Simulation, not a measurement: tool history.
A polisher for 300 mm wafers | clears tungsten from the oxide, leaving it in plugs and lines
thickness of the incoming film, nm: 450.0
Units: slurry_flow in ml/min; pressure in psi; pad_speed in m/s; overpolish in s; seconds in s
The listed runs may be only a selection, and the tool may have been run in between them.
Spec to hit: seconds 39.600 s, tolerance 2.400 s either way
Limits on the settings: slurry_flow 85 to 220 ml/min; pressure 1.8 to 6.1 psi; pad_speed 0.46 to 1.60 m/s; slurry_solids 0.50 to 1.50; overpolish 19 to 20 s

run,day,slurry_flow,pressure,pad_speed,slurry_solids,overpolish,seconds
1,0.000,140,3.9,1.02,1.00,19,75.412
2,0.183,140,4.2,1.04,1.00,19,70.644
3,0.246,140,4.2,0.82,1.00,19,88.378
4,0.612,140,4.5,0.86,1.00,19,80.592
5,0.758,140,4.7,0.90,1.00,19,77.669
6,1.042,140,4.9,0.96,1.00,19,69.175
7,1.304,140,5.1,1.00,1.00,19,63.037
8,1.417,140,5.2,1.04,1.00,19,62.600
9,1.788,140,5.3,1.08,1.00,19,58.983
10,1.942,140,5.4,1.12,1.00,19,56.339
11,2.000,140,5.5,1.16,1.00,19,52.343
12,2.150,140,5.6,1.18,1.00,19,52.090
13,2.192,140,5.7,1.20,1.00,19,50.230
14,2.254,140,5.8,1.22,1.00,19,50.913
15,2.621,140,5.8,1.26,1.00,19,47.130
16,2.783,140,5.8,1.28,1.00,19,47.298

4 next moves are on the table. One of them brings every result within its allowed miss. Which?
A,2.946,165,5.1,1.06,0.95,20,?
B,2.946,175,6.1,1.26,1.00,19,?
C,2.946,130,5.9,1.46,1.10,19,?
D,2.946,135,4.6,1.32,1.00,19,?

move,seconds
A,62.501
B,45.985
C,41.272
D,54.788
A: lands further from the targets than the last run did
B: moves toward the targets from the last run without getting all of them in spec
C: every result within its allowed miss
D: lands further from the targets than the last run did
Answer: C
